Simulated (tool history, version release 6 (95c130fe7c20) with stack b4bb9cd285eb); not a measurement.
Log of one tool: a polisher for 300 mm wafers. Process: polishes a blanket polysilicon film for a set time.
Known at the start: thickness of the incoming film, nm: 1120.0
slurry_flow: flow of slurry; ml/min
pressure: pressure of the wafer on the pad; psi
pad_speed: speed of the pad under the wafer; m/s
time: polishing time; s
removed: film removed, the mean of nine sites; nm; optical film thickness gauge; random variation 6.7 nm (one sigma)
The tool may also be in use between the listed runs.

run	hour	slurry_flow	pressure	pad_speed	time	removed
1	0.0	290	1.8	1.16	88	474.79
2	7.1	245	1.8	1.16	88	470.14
3	11.1	245	2.1	1.16	88	552.57
4	19.5	245	2.3	1.16	88	601.03
5	24.7	245	2.5	1.16	88	644.02
6	29.3	300	2.5	1.16	88	657.18

Forecast run 7:
7	29.8	300	2.6	1.16	88	?

removed: 684.64 nm
